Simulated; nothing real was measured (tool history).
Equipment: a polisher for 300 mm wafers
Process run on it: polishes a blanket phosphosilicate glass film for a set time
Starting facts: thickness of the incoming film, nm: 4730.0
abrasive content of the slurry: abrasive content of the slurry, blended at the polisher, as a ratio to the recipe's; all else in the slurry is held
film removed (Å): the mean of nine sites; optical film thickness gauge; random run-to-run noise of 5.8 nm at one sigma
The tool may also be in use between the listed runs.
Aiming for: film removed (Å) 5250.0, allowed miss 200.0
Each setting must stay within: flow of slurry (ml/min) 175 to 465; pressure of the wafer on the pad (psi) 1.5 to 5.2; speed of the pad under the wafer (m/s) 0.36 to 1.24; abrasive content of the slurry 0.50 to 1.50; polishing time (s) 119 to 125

run    day  flow of slurry (ml/min)  pressure of the wafer on the pad (psi)  speed of the pad under the wafer (m/s)  abrasive content of the slurry  polishing time (s)  film removed (Å)
  1  0.000                      295                                     3.3                                    0.80                            1.00                 119            7326.5
  2  0.171                      360                                     3.3                                    0.80                            1.00                 119            7640.9
  3  0.317                      360                                     2.9                                    0.80                            1.00                 119            6718.1
  4  0.412                      360                                     2.5                                    0.80                            1.00                 119            5792.2
  5  0.521                      360                                     2.9                                    0.80                            1.00                 119            6627.5
  6  0.888                      360                                     3.4                                    0.80                            1.00                 119            7777.7
  7  0.954                      360                                     3.2                                    0.80                            1.00                 119            7327.1
  8  1.100                      360                                     3.1                                    0.80                            1.00                 119            7100.4
  9  1.379                      360                                     3.0                                    0.80                            1.00                 119            6925.2
 10  1.404                      360                                     2.0                                    0.78                            1.00                 119            4576.6

5 next moves are on the table. One of them brings every result within its allowed miss. Which?
  A  1.429                      360                                     1.6                                    0.76                            1.00                 119                 ?
  B  1.429                      370                                     2.0                                    0.68                            0.95                 119                 ?
  C  1.429                      335                                     2.7                                    1.02                            0.55                 125                 ?
  D  1.429                      290                                     1.7                                    0.68                            1.05                 125                 ?
  E  1.429                      430                                     1.9                                    0.86                            1.00                 119                 ?

move  film removed (Å)
   A            3650.1
   B            4152.5
   C            5158.0
   D            3843.5
   E            4654.1
A: misses by more than the last run did
B: misses by more than the last run did
C: every result lands within tolerance
D: misses by more than the last run did
E: an improvement on the last run, though not all results are within tolerance
Go with C: it meets all targets.
